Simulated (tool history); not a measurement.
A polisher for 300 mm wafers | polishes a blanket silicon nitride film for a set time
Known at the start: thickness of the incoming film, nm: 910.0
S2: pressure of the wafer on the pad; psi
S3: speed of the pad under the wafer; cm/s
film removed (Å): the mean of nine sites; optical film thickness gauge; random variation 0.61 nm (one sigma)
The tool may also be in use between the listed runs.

{"run": 1, "hour": 0.0, "flow of slurry (ml/min)": 215, "S2": 3.7, "S3": 110, "polishing time (s)": 75, "film removed (Å)": 1237.5}
{"run": 2, "hour": 9.0, "flow of slurry (ml/min)": 215, "S2": 3.7, "S3": 110, "polishing time (s)": 78, "film removed (Å)": 1307.5}
{"run": 3, "hour": 16.3, "flow of slurry (ml/min)": 215, "S2": 3.7, "S3": 110, "polishing time (s)": 78, "film removed (Å)": 1294.1}
{"run": 4, "hour": 18.3, "flow of slurry (ml/min)": 190, "S2": 3.7, "S3": 110, "polishing time (s)": 78, "film removed (Å)": 1288.4}
{"run": 5, "hour": 19.2, "flow of slurry (ml/min)": 190, "S2": 3.7, "S3": 110, "polishing time (s)": 78, "film removed (Å)": 1265.4}
{"run": 6, "hour": 27.9, "flow of slurry (ml/min)": 190, "S2": 3.7, "S3": 126, "polishing time (s)": 78, "film removed (Å)": 1439.4}
{"run": 7, "hour": 33.7, "flow of slurry (ml/min)": 185, "S2": 3.1, "S3": 126, "polishing time (s)": 78, "film removed (Å)": 1194.2}
{"run": 8, "hour": 36.0, "flow of slurry (ml/min)": 180, "S2": 2.8, "S3": 126, "polishing time (s)": 78, "film removed (Å)": 1083.3}
{"run": 9, "hour": 42.8, "flow of slurry (ml/min)": 160, "S2": 1.8, "S3": 126, "polishing time (s)": 78, "film removed (Å)": 708.29}
{"run": 10, "hour": 45.9, "flow of slurry (ml/min)": 185, "S2": 1.8, "S3": 126, "polishing time (s)": 78, "film removed (Å)": 712.13}

The next listed run, before its measurement:
{"run": 11, "hour": 54.9, "flow of slurry (ml/min)": 185, "S2": 2.4, "S3": 126, "polishing time (s)": 78, "film removed (Å)": "?"}

film removed (Å): 946.32
